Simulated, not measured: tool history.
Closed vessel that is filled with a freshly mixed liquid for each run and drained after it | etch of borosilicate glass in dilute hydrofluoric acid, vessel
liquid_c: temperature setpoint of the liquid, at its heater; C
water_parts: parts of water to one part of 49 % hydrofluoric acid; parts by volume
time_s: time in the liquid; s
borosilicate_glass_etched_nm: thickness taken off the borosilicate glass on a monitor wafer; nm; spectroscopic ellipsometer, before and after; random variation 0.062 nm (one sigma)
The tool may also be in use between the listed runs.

run 1 day=0.000 | liquid_c=25.0 water_parts=240 time_s=30 | borosilicate_glass_etched_nm=4.5026
run 2 day=0.075 | liquid_c=25.0 water_parts=240 time_s=30 | borosilicate_glass_etched_nm=4.5164
run 3 day=0.275 | liquid_c=25.0 water_parts=175 time_s=30 | borosilicate_glass_etched_nm=6.6015
run 4 day=0.367 | liquid_c=25.0 water_parts=245 time_s=30 | borosilicate_glass_etched_nm=4.4156
run 5 day=0.438 | liquid_c=25.0 water_parts=245 time_s=30 | borosilicate_glass_etched_nm=4.3891
run 6 day=0.788 | liquid_c=25.0 water_parts=320 time_s=30 | borosilicate_glass_etched_nm=3.1220
run 7 day=0.996 | liquid_c=27.0 water_parts=280 time_s=30 | borosilicate_glass_etched_nm=3.9890
run 8 day=1.025 | liquid_c=28.5 water_parts=250 time_s=30 | borosilicate_glass_etched_nm=4.8747
run 9 day=1.396 | liquid_c=29.5 water_parts=230 time_s=30 | borosilicate_glass_etched_nm=5.5264

Forecast run 10:
run 10 day=1.508 | liquid_c=30.5 water_parts=215 time_s=30 | borosilicate_glass_etched_nm=?

Run 10 gave borosilicate_glass_etched_nm 6.2918 nm.

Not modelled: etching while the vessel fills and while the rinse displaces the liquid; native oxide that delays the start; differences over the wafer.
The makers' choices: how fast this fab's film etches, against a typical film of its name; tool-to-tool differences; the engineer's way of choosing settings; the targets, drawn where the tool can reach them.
